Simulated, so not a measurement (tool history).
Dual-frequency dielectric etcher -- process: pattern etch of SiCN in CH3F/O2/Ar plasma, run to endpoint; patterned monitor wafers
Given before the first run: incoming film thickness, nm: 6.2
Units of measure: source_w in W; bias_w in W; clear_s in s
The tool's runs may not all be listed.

Run 1, hour 0.0: source_w 550 W, bias_w 53 W. Result: clear_s 15.425 s.
Run 2, hour 3.4: source_w 530 W, bias_w 53 W. Result: clear_s 15.728 s.
Run 3, hour 5.2: source_w 530 W, bias_w 44 W. Result: clear_s 16.161 s.
Run 4, hour 7.6: source_w 530 W, bias_w 49 W. Result: clear_s 15.788 s.
Run 5, hour 15.5: source_w 570 W, bias_w 49 W. Result: clear_s 15.288 s.
Run 6, hour 17.1: source_w 650 W, bias_w 49 W. Result: clear_s 14.284 s.
Run 7, hour 22.8: source_w 540 W, bias_w 46 W. Result: clear_s 15.884 s.

For run 8, what comes out?
Run 8, hour 27.3: source_w 530 W, bias_w 46 W. Result: clear_s ?.

{"run 8": {"clear_s": 16.089}}
